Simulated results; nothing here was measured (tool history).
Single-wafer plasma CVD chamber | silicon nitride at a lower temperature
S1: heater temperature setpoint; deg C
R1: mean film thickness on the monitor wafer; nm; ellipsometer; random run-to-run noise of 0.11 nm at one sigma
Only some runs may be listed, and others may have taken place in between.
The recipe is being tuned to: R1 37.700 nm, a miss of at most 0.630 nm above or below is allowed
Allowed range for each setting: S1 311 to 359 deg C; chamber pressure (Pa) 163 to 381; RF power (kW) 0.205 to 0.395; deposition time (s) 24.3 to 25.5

{"run": 1, "hour": 0.0, "S1": 335, "chamber pressure (Pa)": 272, "RF power (kW)": 0.3, "deposition time (s)": 25.5, "R1": 31.662}
{"run": 2, "hour": 5.0, "S1": 345, "chamber pressure (Pa)": 272, "RF power (kW)": 0.3, "deposition time (s)": 25.5, "R1": 31.331}
{"run": 3, "hour": 13.5, "S1": 345, "chamber pressure (Pa)": 235, "RF power (kW)": 0.3, "deposition time (s)": 25.5, "R1": 29.612}
{"run": 4, "hour": 21.6, "S1": 345, "chamber pressure (Pa)": 264, "RF power (kW)": 0.305, "deposition time (s)": 25.5, "R1": 31.275}
{"run": 5, "hour": 24.1, "S1": 345, "chamber pressure (Pa)": 264, "RF power (kW)": 0.265, "deposition time (s)": 25.5, "R1": 28.462}
{"run": 6, "hour": 27.9, "S1": 345, "chamber pressure (Pa)": 264, "RF power (kW)": 0.235, "deposition time (s)": 25.5, "R1": 25.943}
{"run": 7, "hour": 36.5, "S1": 345, "chamber pressure (Pa)": 287, "RF power (kW)": 0.25, "deposition time (s)": 25.5, "R1": 28.084}
{"run": 8, "hour": 40.0, "S1": 345, "chamber pressure (Pa)": 305, "RF power (kW)": 0.265, "deposition time (s)": 25.5, "R1": 29.777}
{"run": 9, "hour": 46.5, "S1": 345, "chamber pressure (Pa)": 320, "RF power (kW)": 0.275, "deposition time (s)": 25.5, "R1": 31.19}
{"run": 10, "hour": 54.7, "S1": 345, "chamber pressure (Pa)": 320, "RF power (kW)": 0.275, "deposition time (s)": 25.5, "R1": 31.297}
{"run": 11, "hour": 57.4, "S1": 344, "chamber pressure (Pa)": 375, "RF power (kW)": 0.325, "deposition time (s)": 25.5, "R1": 36.601}
{"run": 12, "hour": 59.0, "S1": 344, "chamber pressure (Pa)": 376, "RF power (kW)": 0.325, "deposition time (s)": 25.5, "R1": 36.716}
{"run": 13, "hour": 63.7, "S1": 344, "chamber pressure (Pa)": 377, "RF power (kW)": 0.325, "deposition time (s)": 25.5, "R1": 36.642}

Of the 4 settings listed for the next run, only one would bring every result within its allowed miss of target. Which one?
{"run": "A", "hour": 68.4, "S1": 343, "chamber pressure (Pa)": 368, "RF power (kW)": 0.35, "deposition time (s)": 25.1, "R1": "?"}
{"run": "B", "hour": 68.4, "S1": 344, "chamber pressure (Pa)": 381, "RF power (kW)": 0.355, "deposition time (s)": 25.5, "R1": "?"}
{"run": "C", "hour": 68.4, "S1": 334, "chamber pressure (Pa)": 371, "RF power (kW)": 0.33, "deposition time (s)": 25.3, "R1": "?"}
{"run": "D", "hour": 68.4, "S1": 343, "chamber pressure (Pa)": 379, "RF power (kW)": 0.305, "deposition time (s)": 25.2, "R1": "?"}

move=A R1=37.813
move=B R1=39.048
move=C R1=36.857
move=D R1=34.805
A: hits every target within its allowed miss
B: moves the result that the last run missed by most past its target, out the other side
C: better than the last run, though not everything is in spec
D: moves away from the targets compared with the last run
A meets every target.
